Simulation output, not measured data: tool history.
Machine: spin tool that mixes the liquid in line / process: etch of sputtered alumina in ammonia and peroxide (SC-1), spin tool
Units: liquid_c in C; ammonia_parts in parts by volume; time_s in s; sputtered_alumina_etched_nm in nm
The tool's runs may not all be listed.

run,hour,liquid_c,ammonia_parts,time_s,sputtered_alumina_etched_nm
1,0.0,48.0,0.45,320,26.061
2,7.7,41.0,0.45,320,17.499
3,13.7,44.5,0.45,320,21.305
4,15.1,38.0,0.45,320,14.412
5,16.5,42.0,0.45,320,18.373
6,20.3,47.0,0.45,320,24.280

What will run 7 give?
7,25.2,47.0,0.45,320,?

Run 7 measured sputtered_alumina_etched_nm 24.293 nm.
